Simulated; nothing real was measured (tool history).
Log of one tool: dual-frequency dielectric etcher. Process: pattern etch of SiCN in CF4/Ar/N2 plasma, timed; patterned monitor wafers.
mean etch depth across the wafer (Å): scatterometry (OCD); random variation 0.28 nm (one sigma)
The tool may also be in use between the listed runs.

| run | day | source power (W) | bias power (W) | Ar flow (sccm) | CF4 flow (sccm) | etch time (s) | mean etch depth across the wafer (Å) |
|---|---|---|---|---|---|---|---|
| 1 | 0.000 | 470 | 66 | 82 | 67 | 104.0 | 1031.70 |
| 2 | 0.142 | 470 | 66 | 82 | 67 | 96.5 | 953.42 |
| 3 | 0.433 | 500 | 66 | 82 | 67 | 96.5 | 1023.10 |
| 4 | 0.575 | 440 | 66 | 82 | 67 | 96.5 | 893.58 |
| 5 | 0.938 | 440 | 66 | 68 | 67 | 96.5 | 909.34 |
| 6 | 1.012 | 410 | 66 | 68 | 67 | 96.5 | 843.47 |
| 7 | 1.338 | 450 | 66 | 68 | 67 | 96.5 | 929.04 |
| 8 | 1.667 | 550 | 66 | 68 | 67 | 96.5 | 1156.20 |
| 9 | 1.804 | 560 | 66 | 68 | 67 | 96.5 | 1177.40 |
| 10 | 2.129 | 570 | 66 | 68 | 67 | 96.5 | 1197.90 |

Forecast run 11:
|  | 2.162 | Ar flow controller replaced |
| 11 | 2.162 | 580 | 66 | 68 | 67 | 96.5 | ? |

{"run 11": {"mean etch depth across the wafer (Å)": 1225.1}}
